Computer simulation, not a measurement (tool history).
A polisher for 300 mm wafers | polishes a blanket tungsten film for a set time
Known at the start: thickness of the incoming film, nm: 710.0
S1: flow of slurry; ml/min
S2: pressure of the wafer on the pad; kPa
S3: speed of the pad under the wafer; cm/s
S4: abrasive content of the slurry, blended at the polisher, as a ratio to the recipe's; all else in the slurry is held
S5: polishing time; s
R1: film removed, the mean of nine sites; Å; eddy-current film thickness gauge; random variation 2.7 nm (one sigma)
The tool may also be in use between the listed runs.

| run | hour | S1 | S2 | S3 | S4 | S5 | R1 |
|---|---|---|---|---|---|---|---|
| 1 | 0.0 | 310 | 30.3 | 96 | 1.0 | 65 | 3077.1 |
| 2 | 8.3 | 310 | 26.2 | 94 | 1.0 | 65 | 2745.1 |
| 3 | 12.8 | 310 | 20.0 | 94 | 1.0 | 65 | 2073.2 |
| 4 | 21.7 | 310 | 23.4 | 94 | 1.0 | 65 | 2447.8 |
| 5 | 28.0 | 310 | 29.0 | 94 | 1.0 | 65 | 2961.2 |
| 6 | 30.9 | 310 | 25.5 | 92 | 1.0 | 65 | 2506.4 |

Run 7 comes next. What will it give?
| 7 | 37.7 | 310 | 23.4 | 92 | 1.0 | 65 | ? |

R1: 2386.9 Å
